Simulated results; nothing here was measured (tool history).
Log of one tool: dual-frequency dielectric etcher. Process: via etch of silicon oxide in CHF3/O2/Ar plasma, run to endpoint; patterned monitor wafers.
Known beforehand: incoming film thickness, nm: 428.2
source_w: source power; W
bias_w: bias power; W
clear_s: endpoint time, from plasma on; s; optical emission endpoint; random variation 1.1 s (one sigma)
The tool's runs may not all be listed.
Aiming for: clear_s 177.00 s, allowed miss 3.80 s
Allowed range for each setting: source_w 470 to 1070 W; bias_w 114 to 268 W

run 1 hour=0.0 | source_w=770 bias_w=191 | clear_s=202.56
run 2 hour=4.0 | source_w=800 bias_w=193 | clear_s=199.80
run 3 hour=12.7 | source_w=830 bias_w=195 | clear_s=196.76
run 4 hour=16.7 | source_w=760 bias_w=195 | clear_s=202.04
run 5 hour=24.1 | source_w=760 bias_w=222 | clear_s=193.71
run 6 hour=31.3 | source_w=760 bias_w=197 | clear_s=201.92
run 7 hour=37.3 | source_w=910 bias_w=214 | clear_s=182.40
run 8 hour=42.0 | source_w=920 bias_w=214 | clear_s=181.19

5 candidate next runs follow, results not yet known. Just one meets every target within its allowed miss. Identify it.
run A hour=46.7 | source_w=930 bias_w=228 | clear_s=?
run B hour=46.7 | source_w=830 bias_w=219 | clear_s=?
run C hour=46.7 | source_w=860 bias_w=206 | clear_s=?
run D hour=46.7 | source_w=860 bias_w=219 | clear_s=?
run E hour=46.7 | source_w=930 bias_w=206 | clear_s=?

move=A clear_s=177.76
move=B clear_s=188.71
move=C clear_s=189.79
move=D clear_s=185.99
move=E clear_s=183.81
A: every result within its allowed miss
B: further off than the last run
C: further off than the last run
D: further off than the last run
E: further off than the last run
The right move is A.
